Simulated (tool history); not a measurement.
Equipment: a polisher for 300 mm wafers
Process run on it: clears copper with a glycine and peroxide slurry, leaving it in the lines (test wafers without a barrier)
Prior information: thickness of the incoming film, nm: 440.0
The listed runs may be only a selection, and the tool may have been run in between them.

| run | hour | flow of slurry (ml/min) | pressure of the wafer on the pad (kPa) | speed of the pad under the wafer (m/s) | overpolish time after the end point (s) | time until the end point was called (s) | dishing of a wide line in a test structure (nm) |
|---|---|---|---|---|---|---|---|
| 1 | 0 | 245 | 17.2 | 1.24 | 17 | 74.037 | 64.893 |
| 2 | 5.9 | 245 | 15.9 | 1.22 | 18 | 80.877 | 63.495 |
| 3 | 9.5 | 245 | 15.2 | 1.22 | 18 | 80.042 | 61.725 |
| 4 | 16.6 | 245 | 18.6 | 1.22 | 18 | 68.775 | 69.727 |
| 5 | 21.4 | 245 | 17.2 | 1.2 | 18 | 74.895 | 65.784 |
| 6 | 30.3 | 245 | 21.4 | 1.2 | 18 | 63.7 | 74.204 |
| 7 | 34.3 | 245 | 19.3 | 1.18 | 18 | 69.537 | 70.765 |
| 8 | 40.8 | 245 | 17.9 | 1.16 | 18 | 76.301 | 66.778 |
| 9 | 46.5 | 245 | 16.5 | 1.14 | 18 | 81.261 | 63.502 |
| 10 | 55.1 | 245 | 15.9 | 1.12 | 18 | 82.946 | 60.598 |

Expected results for the next run?
| 11 | 60.9 | 245 | 15.2 | 1.12 | 19 | ? | ? |

{"run 11": {"time until the end point was called (s)": 86.894, "dishing of a wide line in a test structure (nm)": 62.231}}
